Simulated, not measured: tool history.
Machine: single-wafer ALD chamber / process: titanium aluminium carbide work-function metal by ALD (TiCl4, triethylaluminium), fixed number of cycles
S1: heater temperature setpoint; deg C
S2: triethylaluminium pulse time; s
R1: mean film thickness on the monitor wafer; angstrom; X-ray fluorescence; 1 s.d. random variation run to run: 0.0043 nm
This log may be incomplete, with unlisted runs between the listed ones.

run	hour	S1	S2	R1
1	0	305	12.35	23.481
2	7	305	14.44	23.66
3	12.9	305	17.14	23.735
4	19	305	15.04	23.623
5	26.5	305	17.49	23.855
6	29.1	305	15.72	23.846
7	36.3	300	13.57	23.066

What will run 8 give?
8	41.5	296	11.83	?

Run 8 yielded R1 22.443 angstrom.

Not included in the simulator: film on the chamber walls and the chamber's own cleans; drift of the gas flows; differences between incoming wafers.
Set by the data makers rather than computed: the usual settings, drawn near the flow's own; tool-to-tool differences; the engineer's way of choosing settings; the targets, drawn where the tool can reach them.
